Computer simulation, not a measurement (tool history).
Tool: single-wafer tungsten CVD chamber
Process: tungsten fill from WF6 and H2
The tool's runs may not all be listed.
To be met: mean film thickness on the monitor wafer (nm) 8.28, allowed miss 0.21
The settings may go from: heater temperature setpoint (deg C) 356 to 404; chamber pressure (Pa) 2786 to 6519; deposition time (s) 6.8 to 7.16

run  hour  heater temperature setpoint (deg C)  chamber pressure (Pa)  deposition time (s)  mean film thickness on the monitor wafer (nm)
  1     0                                  380                   4653                 7.16                                         13.374
  2   1.1                                  388                   4653                 7.16                                         15.606
  3   4.4                                  378                   4653                 7.16                                         12.938
  4   8.4                                  375                   4586                 7.15                                         11.989
  5  10.2                                  375                   4586                 7.16                                          12.01
  6  17.4                                  375                   5133                 7.16                                         12.553
  7  22.3                                  372                   5066                 7.14                                         11.732
  8  29.2                                  370                   5013                 7.13                                         11.211
  9  37.2                                  370                   5013                 7.13                                         11.214
 10  42.1                                  368                   4973                 7.12                                         10.711
 11  44.9                                  366                   4946                 7.11                                         10.171

Which of these 5 next moves meets every target?
  A  47.7                                  360                   4506                  6.8                                              ?
  B  47.7                                  369                   5640                 6.86                                              ?
  C  47.7                                  372                   4573                 7.16                                              ?
  D  47.7                                  363                   4840                  6.8                                              ?
  E  47.7                                  356                   4226                  6.8                                              ?

move  mean film thickness on the monitor wafer (nm)
   A                                         8.2311
   B                                         11.101
   C                                          11.27
   D                                         9.0601
   E                                         7.3342
A: meets every target
B: further off than the last run
C: further off than the last run
D: nearer than the last run, and not there yet
E: takes the result that was furthest off past its target
Answer: A
